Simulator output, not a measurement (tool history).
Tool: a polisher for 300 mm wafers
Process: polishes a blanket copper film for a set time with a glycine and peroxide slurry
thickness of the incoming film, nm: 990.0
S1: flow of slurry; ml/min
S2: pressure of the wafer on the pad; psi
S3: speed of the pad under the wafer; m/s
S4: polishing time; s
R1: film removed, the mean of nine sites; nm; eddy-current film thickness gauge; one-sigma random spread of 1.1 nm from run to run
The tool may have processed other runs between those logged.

run 1 hour=0.0 | S1=200 S2=2.9 S3=0.98 S4=33 | R1=157.86
run 2 hour=7.9 | S1=200 S2=2.7 S3=0.98 S4=33 | R1=146.53
run 3 hour=12.7 | S1=200 S2=2.7 S3=1.22 S4=33 | R1=174.09
run 4 hour=18.2 | S1=200 S2=2.7 S3=1.22 S4=33 | R1=174.07
run 5 hour=21.6 | S1=200 S2=2.7 S3=1.22 S4=33 | R1=177.64
run 6 hour=26.2 | S1=220 S2=2.7 S3=1.22 S4=33 | R1=178.64
run 7 hour=29.6 | S1=215 S2=2.5 S3=1.22 S4=33 | R1=165.69

Run 8 has not been measured yet. What should we expect?
run 8 hour=32.8 | S1=215 S2=2.3 S3=1.22 S4=33 | R1=?

Run 8 came out at R1 152.49 nm.
